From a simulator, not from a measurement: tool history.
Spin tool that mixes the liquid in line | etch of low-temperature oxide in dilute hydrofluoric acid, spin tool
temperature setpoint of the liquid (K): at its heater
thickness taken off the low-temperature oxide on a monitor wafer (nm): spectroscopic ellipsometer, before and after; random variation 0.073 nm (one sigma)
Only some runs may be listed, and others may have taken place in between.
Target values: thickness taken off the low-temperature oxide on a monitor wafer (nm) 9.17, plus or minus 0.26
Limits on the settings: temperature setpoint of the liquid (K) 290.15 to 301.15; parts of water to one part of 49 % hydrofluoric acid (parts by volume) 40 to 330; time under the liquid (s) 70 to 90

run  hour  temperature setpoint of the liquid (K)  parts of water to one part of 49 % hydrofluoric acid (parts by volume)  time under the liquid (s)  thickness taken off the low-temperature oxide on a monitor wafer (nm)
  1     0                                  293.15                                                                     185                         90                                                                 7.0526
  2   1.6                                  296.15                                                                     185                         90                                                                 7.9985
  3   4.8                                  292.65                                                                     185                         90                                                                 6.9125
  4  13.5                                  292.65                                                                     155                         90                                                                 8.4429
  5  16.8                                  292.65                                                                     155                         70                                                                 6.6742
  6  25.4                                  296.15                                                                     155                         70                                                                 7.6487
  7  28.3                                  296.65                                                                     155                         70                                                                 7.7634
  8    36                                  297.15                                                                     155                         70                                                                 7.8991

Which single option among these 4 for the next run brings every result within its allowed miss of target? Just one does.
  A  43.7                                  297.65                                                                     180                         90                                                                      ?
  B  43.7                                  295.15                                                                     170                         70                                                                      ?
  C  43.7                                  296.15                                                                     165                         85                                                                      ?
  D  43.7                                  293.65                                                                     145                         85                                                                      ?

move  thickness taken off the low-temperature oxide on a monitor wafer (nm)
   A                                                                 8.5801
   B                                                                 6.4979
   C                                                                 8.4931
   D                                                                 8.9582
A: gains on the last run, yet a result remains outside its allowed miss
B: misses by more than the last run did
C: gains on the last run, yet a result remains outside its allowed miss
D: all results land within tolerance of their targets
The right move is D.
